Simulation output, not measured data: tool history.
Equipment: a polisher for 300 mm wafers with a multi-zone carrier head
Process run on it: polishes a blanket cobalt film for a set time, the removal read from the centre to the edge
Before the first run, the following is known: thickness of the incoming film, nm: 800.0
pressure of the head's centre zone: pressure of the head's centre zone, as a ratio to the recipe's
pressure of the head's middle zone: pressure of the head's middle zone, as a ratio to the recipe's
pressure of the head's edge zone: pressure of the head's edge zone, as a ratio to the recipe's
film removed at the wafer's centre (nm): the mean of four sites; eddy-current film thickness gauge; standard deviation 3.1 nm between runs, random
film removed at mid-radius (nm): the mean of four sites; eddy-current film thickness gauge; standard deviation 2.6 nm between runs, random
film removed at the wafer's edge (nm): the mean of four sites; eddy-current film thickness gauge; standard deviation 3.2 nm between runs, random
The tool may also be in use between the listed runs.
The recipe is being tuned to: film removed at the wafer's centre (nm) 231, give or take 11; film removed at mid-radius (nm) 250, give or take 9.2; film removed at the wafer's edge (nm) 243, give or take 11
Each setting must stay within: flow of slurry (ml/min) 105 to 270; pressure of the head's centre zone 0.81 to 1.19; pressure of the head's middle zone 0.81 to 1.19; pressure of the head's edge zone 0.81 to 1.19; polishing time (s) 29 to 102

| run | day | flow of slurry (ml/min) | pressure of the head's centre zone | pressure of the head's middle zone | pressure of the head's edge zone | polishing time (s) | film removed at the wafer's centre (nm) | film removed at mid-radius (nm) | film removed at the wafer's edge (nm) |
|---|---|---|---|---|---|---|---|---|---|
| 1 | 0 | 175 | 1 | 1 | 1 | 65 | 289.21 | 275.82 | 288.8 |
| 2 | 0.042 | 175 | 0.99 | 1 | 0.99 | 64 | 277.6 | 275.14 | 278.48 |
| 3 | 0.108 | 175 | 0.99 | 1 | 1.07 | 64 | 276.44 | 275.9 | 290.62 |
| 4 | 0.375 | 175 | 0.99 | 0.93 | 1.07 | 64 | 277.33 | 265.95 | 292.03 |
| 5 | 0.75 | 175 | 0.99 | 0.93 | 1.16 | 64 | 283.77 | 263.64 | 302.17 |
|  | 0.904 | worn pad replaced by a new one |
| 6 | 0.904 | 175 | 0.99 | 0.93 | 1.16 | 80 | 369.71 | 361.79 | 412.55 |
| 7 | 0.954 | 175 | 0.98 | 0.94 | 1.14 | 77 | 362.7 | 348.53 | 398.22 |
| 8 | 1.075 | 160 | 0.89 | 1.04 | 1.05 | 59 | 252.73 | 282.28 | 289.37 |
| 9 | 1.329 | 160 | 0.89 | 1.04 | 1.04 | 58 | 246.54 | 278 | 282.83 |
| 10 | 1.542 | 160 | 0.89 | 1.04 | 1.03 | 58 | 249.21 | 281.51 | 275.04 |
| 11 | 1.633 | 160 | 0.89 | 1.04 | 1.03 | 58 | 244.33 | 284.61 | 276.22 |
| 12 | 1.95 | 160 | 0.89 | 1.03 | 1.02 | 58 | 245.5 | 271.67 | 273.96 |

Next run, 5 choices. One meets every target within its allowed miss, the rest don't. Which?
| A | 2.267 | 185 | 0.87 | 0.97 | 1.07 | 64 | ? | ? | ? |
| B | 2.267 | 200 | 0.91 | 1.19 | 0.95 | 51 | ? | ? | ? |
| C | 2.267 | 170 | 0.84 | 0.92 | 1.07 | 60 | ? | ? | ? |
| D | 2.267 | 175 | 0.94 | 1.06 | 1.01 | 51 | ? | ? | ? |
| E | 2.267 | 215 | 0.98 | 1.09 | 0.86 | 53 | ? | ? | ? |

| move | film removed at the wafer's centre (nm) | film removed at mid-radius (nm) | film removed at the wafer's edge (nm) |
|---|---|---|---|
| A | 269.11 | 296.84 | 316.19 |
| B | 225.16 | 278.36 | 240.05 |
| C | 242.35 | 265.31 | 294.63 |
| D | 227.65 | 251.15 | 244.27 |
| E | 251.25 | 272.4 | 241.06 |
A: misses by more than the last run did
B: corrects the largest miss of the last run, while another result sits out of spec
C: misses by more than the last run did
D: each result inside its tolerance
E: corrects the largest miss of the last run, while another result sits out of spec
The move that meets every target is D.

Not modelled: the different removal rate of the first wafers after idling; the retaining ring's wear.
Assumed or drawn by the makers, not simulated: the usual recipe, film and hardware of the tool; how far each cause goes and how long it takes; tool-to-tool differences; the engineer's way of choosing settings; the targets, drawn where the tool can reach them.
